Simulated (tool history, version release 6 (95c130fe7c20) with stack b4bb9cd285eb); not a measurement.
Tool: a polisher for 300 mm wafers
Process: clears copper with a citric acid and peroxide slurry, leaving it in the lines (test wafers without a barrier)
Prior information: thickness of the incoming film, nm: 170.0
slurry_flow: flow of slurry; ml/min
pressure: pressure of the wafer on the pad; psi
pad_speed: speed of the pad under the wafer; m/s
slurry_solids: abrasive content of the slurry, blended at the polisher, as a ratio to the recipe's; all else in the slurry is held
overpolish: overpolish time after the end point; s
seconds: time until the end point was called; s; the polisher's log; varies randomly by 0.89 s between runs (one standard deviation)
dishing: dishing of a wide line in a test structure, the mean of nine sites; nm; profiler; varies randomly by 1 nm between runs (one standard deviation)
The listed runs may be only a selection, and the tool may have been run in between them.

Run 1, day 0: slurry_flow 180 ml/min, pressure 2.8 psi, pad_speed 0.98 m/s, slurry_solids 1, overpolish 20 s. Result: seconds 75.352 s, dishing 25.177 nm.
Run 2, day 0.371: slurry_flow 180 ml/min, pressure 2.8 psi, pad_speed 0.98 m/s, slurry_solids 1.1, overpolish 20 s. Result: seconds 76.586 s, dishing 26.49 nm.
Run 3, day 0.496: slurry_flow 215 ml/min, pressure 2.8 psi, pad_speed 0.98 m/s, slurry_solids 1.1, overpolish 20 s. Result: seconds 74.488 s, dishing 26.26 nm.
Run 4, day 0.679: slurry_flow 215 ml/min, pressure 2.8 psi, pad_speed 0.98 m/s, slurry_solids 1.1, overpolish 23 s. Result: seconds 75.042 s, dishing 29.96 nm.
Run 5, day 0.888: slurry_flow 215 ml/min, pressure 2.8 psi, pad_speed 0.98 m/s, slurry_solids 0.9, overpolish 23 s. Result: seconds 77.191 s, dishing 28.064 nm.
Run 6, day 1.242: slurry_flow 215 ml/min, pressure 2.8 psi, pad_speed 0.98 m/s, slurry_solids 1.1, overpolish 23 s. Result: seconds 76.286 s, dishing 28.642 nm.
Run 7, day 1.546: slurry_flow 215 ml/min, pressure 3.1 psi, pad_speed 1 m/s, slurry_solids 1.1, overpolish 24 s. Result: seconds 67.297 s, dishing 34.099 nm.

Run 8, settings as shown, results not yet in. Your forecast:
Run 8, day 1.825: slurry_flow 215 ml/min, pressure 3.3 psi, pad_speed 1 m/s, slurry_solids 1.1, overpolish 24 s. Result: seconds ?, dishing ?.

Run 8 measured seconds 63.769 s, dishing 35.052 nm.
